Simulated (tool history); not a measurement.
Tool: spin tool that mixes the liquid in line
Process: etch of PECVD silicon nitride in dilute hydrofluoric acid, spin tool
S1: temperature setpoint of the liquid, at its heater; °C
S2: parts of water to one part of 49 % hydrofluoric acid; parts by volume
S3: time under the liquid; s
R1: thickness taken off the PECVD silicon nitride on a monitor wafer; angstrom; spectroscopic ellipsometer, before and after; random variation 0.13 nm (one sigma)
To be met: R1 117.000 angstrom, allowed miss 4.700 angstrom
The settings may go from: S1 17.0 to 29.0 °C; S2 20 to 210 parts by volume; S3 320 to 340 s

run 1 day=0.000 | S1=21.0 S2=115 S3=320 | R1=52.111
run 2 day=0.242 | S1=22.5 S2=110 S3=320 | R1=59.127
run 3 day=0.508 | S1=23.5 S2=105 S3=320 | R1=65.673
run 4 day=0.683 | S1=27.0 S2=105 S3=320 | R1=84.857
run 5 day=0.754 | S1=27.5 S2=100 S3=320 | R1=90.101
run 6 day=0.783 | S1=28.0 S2=95 S3=320 | R1=96.965
run 7 day=1.021 | S1=28.0 S2=90 S3=320 | R1=103.440
run 8 day=1.271 | S1=29.0 S2=80 S3=320 | R1=127.000

5 next moves are on the table. One of them brings every result within its allowed miss. Which?
run A day=1.521 | S1=29.0 S2=85 S3=320 | R1=?
run B day=1.521 | S1=27.0 S2=70 S3=340 | R1=?
run C day=1.521 | S1=29.0 S2=95 S3=325 | R1=?
run D day=1.521 | S1=25.0 S2=70 S3=320 | R1=?
run E day=1.521 | S1=28.5 S2=70 S3=320 | R1=?

move=A R1=116.840
move=B R1=132.360
move=C R1=106.170
move=D R1=109.220
move=E R1=137.310
A: meets every target
B: further off than the last run
C: takes the result that was furthest off past its target
D: takes the result that was furthest off past its target
E: further off than the last run
Move A is the one to make.
